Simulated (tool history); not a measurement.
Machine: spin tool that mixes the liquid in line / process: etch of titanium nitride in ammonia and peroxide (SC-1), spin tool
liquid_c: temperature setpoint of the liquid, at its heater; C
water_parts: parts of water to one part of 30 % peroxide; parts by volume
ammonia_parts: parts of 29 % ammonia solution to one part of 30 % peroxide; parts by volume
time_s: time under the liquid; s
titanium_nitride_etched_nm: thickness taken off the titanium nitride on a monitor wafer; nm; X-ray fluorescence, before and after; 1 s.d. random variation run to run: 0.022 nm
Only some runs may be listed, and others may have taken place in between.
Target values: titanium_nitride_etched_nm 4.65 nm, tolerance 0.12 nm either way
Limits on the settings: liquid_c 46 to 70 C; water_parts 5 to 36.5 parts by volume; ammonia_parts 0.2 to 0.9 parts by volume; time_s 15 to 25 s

run  hour  liquid_c  water_parts  ammonia_parts  time_s  titanium_nitride_etched_nm
  1     0        62         20.5            0.5      25                      2.5474
  2   2.3        68         20.5            0.5      25                       3.742
  3   3.2        68         20.5            0.5      25                      3.7107
  4     6        70         20.5            0.5      25                      4.2495
  5    15        70         19.5            0.5      25                      4.3558
  6  20.3        70           14            0.5      25                      5.2116
     21.6  -- new drum of ammonia solution connected
  7  21.6      69.5           14            0.5      25                      5.1389
  8  27.2        69           14            0.5      25                      4.9779
  9  30.5      68.5           14            0.5      25                      4.8513

Exactly one of the 4 candidate moves below puts every result within its allowed miss. Which one?
  A  33.8        67           11            0.5      25                           ?
  B  33.8      66.5         12.5            0.6      25                           ?
  C  33.8      69.5           13            0.5      20                           ?
  D  33.8      68.5           12           0.55      20                           ?

move  titanium_nitride_etched_nm
   A                      5.0495
   B                      4.7209
   C                      4.3196
   D                      4.3091
A: the biggest miss grows against the last run
B: all results in spec
C: takes the result that was furthest off past its target
D: takes the result that was furthest off past its target
B meets every target.
